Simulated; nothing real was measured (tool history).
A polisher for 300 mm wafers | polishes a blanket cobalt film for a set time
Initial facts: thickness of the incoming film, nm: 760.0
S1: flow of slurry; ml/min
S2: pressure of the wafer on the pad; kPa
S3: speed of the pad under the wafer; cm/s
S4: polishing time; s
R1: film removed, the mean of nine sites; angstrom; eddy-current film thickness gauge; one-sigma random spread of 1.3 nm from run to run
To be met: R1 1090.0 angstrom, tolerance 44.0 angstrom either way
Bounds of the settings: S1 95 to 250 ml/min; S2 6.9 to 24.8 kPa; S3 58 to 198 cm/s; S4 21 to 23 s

{"run": 1, "day": 0.0, "S1": 160, "S2": 15.9, "S3": 128, "S4": 23, "R1": 1689.5}
{"run": 2, "day": 0.121, "S1": 160, "S2": 15.2, "S3": 128, "S4": 23, "R1": 1597.3}
{"run": 3, "day": 0.35, "S1": 160, "S2": 15.2, "S3": 128, "S4": 21, "R1": 1447.7}
{"run": 4, "day": 0.642, "S1": 160, "S2": 15.2, "S3": 128, "S4": 21, "R1": 1473.7}
{"run": 5, "day": 0.742, "S1": 160, "S2": 14.5, "S3": 128, "S4": 21, "R1": 1419.4}
{"run": 6, "day": 1.038, "S1": 160, "S2": 13.8, "S3": 128, "S4": 21, "R1": 1353.5}
{"day": 1.254, "done": "slurry nozzle cleaned"}
{"run": 7, "day": 1.254, "S1": 160, "S2": 13.1, "S3": 128, "S4": 21, "R1": 1368.7}
{"run": 8, "day": 1.446, "S1": 160, "S2": 13.1, "S3": 128, "S4": 21, "R1": 1340.6}

Pick the move, out of 5, that brings all results within their allowed miss; only one does.
{"run": "A", "day": 1.638, "S1": 140, "S2": 11.7, "S3": 132, "S4": 21, "R1": "?"}
{"run": "B", "day": 1.638, "S1": 150, "S2": 9.7, "S3": 132, "S4": 21, "R1": "?"}
{"run": "C", "day": 1.638, "S1": 145, "S2": 14.5, "S3": 130, "S4": 23, "R1": "?"}
{"run": "D", "day": 1.638, "S1": 115, "S2": 10.3, "S3": 130, "S4": 23, "R1": "?"}
{"run": "E", "day": 1.638, "S1": 165, "S2": 16.5, "S3": 124, "S4": 23, "R1": "?"}

move=A R1=1241.5
move=B R1=1079.2
move=C R1=1606.2
move=D R1=1157.6
move=E R1=1760.3
A: nearer than the last run, and not there yet
B: meets every target
C: the biggest miss grows against the last run
D: nearer than the last run, and not there yet
E: the biggest miss grows against the last run
Correct choice: B, which meets every target

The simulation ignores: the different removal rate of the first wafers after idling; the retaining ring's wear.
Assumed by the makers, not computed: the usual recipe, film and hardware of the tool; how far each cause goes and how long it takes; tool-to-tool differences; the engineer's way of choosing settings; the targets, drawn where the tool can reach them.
